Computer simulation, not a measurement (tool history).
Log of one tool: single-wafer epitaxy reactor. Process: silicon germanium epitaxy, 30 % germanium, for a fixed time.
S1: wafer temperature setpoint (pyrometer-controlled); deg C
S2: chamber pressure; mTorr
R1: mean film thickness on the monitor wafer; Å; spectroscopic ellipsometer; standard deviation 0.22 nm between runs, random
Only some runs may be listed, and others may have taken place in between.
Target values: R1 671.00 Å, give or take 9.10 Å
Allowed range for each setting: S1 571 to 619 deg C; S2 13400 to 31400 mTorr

| run | hour | S1 | S2 | R1 |
|---|---|---|---|---|
| 1 | 0.0 | 595 | 22400 | 538.74 |
| 2 | 8.8 | 601 | 22400 | 601.10 |
| 3 | 16.3 | 597 | 22400 | 558.86 |
| 4 | 25.2 | 597 | 18900 | 518.08 |
|  | 26.3 | pyrometer calibrated |
| 5 | 26.3 | 597 | 21200 | 592.94 |
| 6 | 33.6 | 598 | 21200 | 606.94 |
| 7 | 36.5 | 599 | 21200 | 620.25 |
| 8 | 44.8 | 601 | 21200 | 641.90 |

Pick the move, out of 5, that brings all results within their allowed miss; only one does.
| A | 53.1 | 602 | 20400 | ? |
| B | 53.1 | 599 | 20900 | ? |
| C | 53.1 | 606 | 20400 | ? |
| D | 53.1 | 606 | 20500 | ? |
| E | 53.1 | 604 | 20600 | ? |

| move | R1 |
|---|---|
| A | 645.22 |
| B | 615.27 |
| C | 696.69 |
| D | 698.18 |
| E | 673.38 |
A: nearer the targets than the last run, but a result is still out of spec
B: the biggest miss grows against the last run
C: pushes the last run's worst result past its target
D: pushes the last run's worst result past its target
E: all results in spec
The right move is E.
